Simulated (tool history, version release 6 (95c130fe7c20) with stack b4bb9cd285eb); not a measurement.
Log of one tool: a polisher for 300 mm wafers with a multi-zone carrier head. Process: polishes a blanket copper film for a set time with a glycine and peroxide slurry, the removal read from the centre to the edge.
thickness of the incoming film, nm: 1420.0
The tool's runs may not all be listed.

| run | hour | flow of slurry (ml/min) | pressure of the head's centre zone | pressure of the head's middle zone | pressure of the head's edge zone | polishing time (s) | film removed at the wafer's centre (Å) | film removed at mid-radius (Å) | film removed at the wafer's edge (Å) |
|---|---|---|---|---|---|---|---|---|---|
| 1 | 0.0 | 170 | 1.00 | 1.00 | 1.00 | 62 | 2287.3 | 2141.9 | 2201.7 |
| 2 | 0.9 | 160 | 0.99 | 0.95 | 0.99 | 58 | 2105.3 | 1914.2 | 2053.5 |
| 3 | 6.4 | 160 | 1.07 | 0.95 | 0.99 | 58 | 2252.3 | 1894.1 | 2072.3 |
| 4 | 9.7 | 160 | 1.07 | 0.95 | 0.99 | 48 | 1875.8 | 1621.7 | 1724.2 |
| 5 | 16.0 | 160 | 1.07 | 0.95 | 1.02 | 48 | 1864.9 | 1587.6 | 1750.9 |
| 6 | 18.8 | 150 | 1.05 | 0.93 | 1.03 | 47 | 1781.2 | 1497.1 | 1672.3 |
| 7 | 27.3 | 145 | 1.02 | 0.92 | 1.05 | 48 | 1754.1 | 1542.6 | 1745.3 |

Forecast run 8:
| 8 | 34.4 | 135 | 1.02 | 0.90 | 1.05 | 48 | ? | ? | ? |

film removed at the wafer's centre (Å): 1728.4
film removed at mid-radius (Å): 1456.1
film removed at the wafer's edge (Å): 1744.8
